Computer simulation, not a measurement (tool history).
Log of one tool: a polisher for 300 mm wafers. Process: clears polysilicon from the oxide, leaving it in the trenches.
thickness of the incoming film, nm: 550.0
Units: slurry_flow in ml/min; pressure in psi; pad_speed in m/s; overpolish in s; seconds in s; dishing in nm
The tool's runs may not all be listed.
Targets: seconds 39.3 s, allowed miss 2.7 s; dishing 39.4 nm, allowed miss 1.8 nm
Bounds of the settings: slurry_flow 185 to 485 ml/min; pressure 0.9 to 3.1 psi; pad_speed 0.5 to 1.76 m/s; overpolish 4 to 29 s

run 1 day=0 | slurry_flow=310 pressure=2 pad_speed=1.12 overpolish=15 | seconds=54.119 dishing=38.163
run 2 day=0.279 | slurry_flow=310 pressure=1.7 pad_speed=1.12 overpolish=15 | seconds=58.099 dishing=38.609
run 3 day=0.504 | slurry_flow=310 pressure=1.8 pad_speed=1.14 overpolish=15 | seconds=55.737 dishing=37.514
run 4 day=0.667 | slurry_flow=310 pressure=2 pad_speed=1.14 overpolish=15 | seconds=52.035 dishing=38.93
run 5 day=0.808 | slurry_flow=245 pressure=2 pad_speed=1.14 overpolish=15 | seconds=54.443 dishing=39.302
run 6 day=1.121 | slurry_flow=250 pressure=2.1 pad_speed=1.16 overpolish=15 | seconds=52.979 dishing=38.808
run 7 day=1.442 | slurry_flow=255 pressure=2.2 pad_speed=1.18 overpolish=15 | seconds=49.732 dishing=38.72
run 8 day=1.808 | slurry_flow=255 pressure=2.3 pad_speed=1.2 overpolish=15 | seconds=47.043 dishing=39.226
run 9 day=2 | slurry_flow=255 pressure=2.4 pad_speed=1.2 overpolish=15 | seconds=47.34 dishing=39.839
run 10 day=2.179 | slurry_flow=255 pressure=2.8 pad_speed=1.3 overpolish=8 | seconds=38.301 dishing=37.38

Which of these 4 next moves meets every target?
run A day=2.358 | slurry_flow=265 pressure=2.9 pad_speed=1.04 overpolish=9 | seconds=? dishing=?
run B day=2.358 | slurry_flow=210 pressure=2.9 pad_speed=1.46 overpolish=24 | seconds=? dishing=?
run C day=2.358 | slurry_flow=220 pressure=3 pad_speed=1.22 overpolish=28 | seconds=? dishing=?
run D day=2.358 | slurry_flow=245 pressure=2.6 pad_speed=1.68 overpolish=13 | seconds=? dishing=?

move=A seconds=45.755 dishing=36.342
move=B seconds=35.461 dishing=39.098
move=C seconds=39.973 dishing=39.099
move=D seconds=33.483 dishing=38.893
A: further off than the last run
B: brings the result that was furthest off to its target, and leaves another outside
C: meets every target
D: brings the result that was furthest off to its target, and leaves another outside
The right move is C.
